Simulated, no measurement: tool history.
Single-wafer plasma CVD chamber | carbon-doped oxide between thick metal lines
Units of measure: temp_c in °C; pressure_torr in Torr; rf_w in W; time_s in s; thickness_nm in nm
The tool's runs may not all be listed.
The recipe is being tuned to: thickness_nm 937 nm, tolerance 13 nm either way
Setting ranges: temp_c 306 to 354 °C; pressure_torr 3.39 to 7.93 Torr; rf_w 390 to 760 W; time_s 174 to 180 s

run  hour  temp_c  pressure_torr  rf_w  time_s  thickness_nm
  1     0     330           5.66   575     174        1001.2
  2   5.7     330           6.06   575     174        1006.6
  3   7.5     330           6.06   575     174        1011.5
  4  14.9     334           5.89   575     174        993.15
  5  19.4     337           5.75   575     174        987.48
  6  25.9     337           5.75   640     174        1050.2
  7  31.6     340           5.41   625     174        1017.7
  8  33.4     342            5.1   620     174        998.59
  9  41.3     344           4.87   615     174        982.77
 10  47.9     346            4.7   610     174        966.81

Which of these 5 next moves meets every target?
  A  54.5     343            5.3   610     177             ?
  B  54.5     343           4.78   545     174             ?
  C  54.5     347           4.44   560     179             ?
  D  54.5     344           4.42   555     174             ?
  E  54.5     344           4.22   560     174             ?

move  thickness_nm
   A        1004.9
   B        909.05
   C        931.14
   D        906.24
   E        905.01
A: its largest miss is bigger than the last run's
B: takes the biggest miss from the last run beyond its target
C: each result inside its tolerance
D: takes the biggest miss from the last run beyond its target
E: takes the biggest miss from the last run beyond its target
The move that meets every target is C.

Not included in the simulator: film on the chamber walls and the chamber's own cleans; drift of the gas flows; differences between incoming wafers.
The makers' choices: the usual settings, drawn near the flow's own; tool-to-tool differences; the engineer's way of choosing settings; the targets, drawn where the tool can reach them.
